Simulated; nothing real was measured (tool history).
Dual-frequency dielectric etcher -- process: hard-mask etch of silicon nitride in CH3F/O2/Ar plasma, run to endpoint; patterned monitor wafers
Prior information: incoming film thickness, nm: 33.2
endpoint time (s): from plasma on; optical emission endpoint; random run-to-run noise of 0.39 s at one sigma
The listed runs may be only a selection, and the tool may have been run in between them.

run,hour,source power (W),bias power (W),endpoint time (s)
1,0.0,340,80,54.690
2,8.1,340,94,51.664
3,14.2,340,84,53.572
4,18.9,340,74,55.038
5,25.4,340,63,57.627
6,31.3,330,62,58.517
7,32.2,320,61,59.499
8,38.8,310,60,60.705
9,46.6,300,59,61.837

Run 10, settings as shown, results not yet in. Your forecast:
10,48.4,290,59,?

{"run 10": {"endpoint time (s)": 62.506}}

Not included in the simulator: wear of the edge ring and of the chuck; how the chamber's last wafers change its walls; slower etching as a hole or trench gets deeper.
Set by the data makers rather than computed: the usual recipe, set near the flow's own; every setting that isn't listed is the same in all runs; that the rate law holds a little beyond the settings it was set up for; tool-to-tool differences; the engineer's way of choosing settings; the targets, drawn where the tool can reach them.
